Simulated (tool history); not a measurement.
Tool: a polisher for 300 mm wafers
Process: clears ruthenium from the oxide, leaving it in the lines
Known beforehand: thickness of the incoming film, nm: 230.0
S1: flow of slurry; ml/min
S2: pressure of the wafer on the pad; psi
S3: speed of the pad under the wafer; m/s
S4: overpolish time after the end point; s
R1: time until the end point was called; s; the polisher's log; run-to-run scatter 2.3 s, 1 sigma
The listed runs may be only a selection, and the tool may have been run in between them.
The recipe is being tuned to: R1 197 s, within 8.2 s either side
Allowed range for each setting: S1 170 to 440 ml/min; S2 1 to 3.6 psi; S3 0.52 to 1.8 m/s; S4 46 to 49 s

run  hour   S1   S2    S3  S4      R1
  1     0  280  2.3  1.16  46   153.9
  2   8.7  210  2.3  1.16  46  155.75
  3  16.3  210  2.3  1.44  46   128.8
  4  23.1  210  2.3  1.62  46  113.11
  5  23.8  210  1.9   1.6  46  138.58
  6  32.3  210  1.7   1.6  46  157.68
  7  38.2  210  1.6   1.6  46  162.43
  8  42.7  210  1.5   1.6  46  173.79
  9  51.5  210  1.5   1.6  46  173.32
 10  58.7  210  1.2  1.58  46  214.69

Consider the 5 candidate settings below. Which is the only one whose results all fall within their allowed miss of target?
  A  65.9  175  1.6  1.48  49   ?
  B  65.9  200  1.3   1.8  47   ?
  C  65.9  205  1.2  1.64  49   ?
  D  65.9  205  1.1  1.74  47   ?
  E  65.9  175  1.4  1.58  49   ?

move      R1
   A   180.7
   B   179.6
   C   211.2
   D   216.6
   E  192.85
A: takes the biggest miss from the last run beyond its target
B: takes the biggest miss from the last run beyond its target
C: moves toward the targets from the last run without getting all of them in spec
D: the biggest miss grows against the last run
E: each result inside its tolerance
Move E is the one to make.
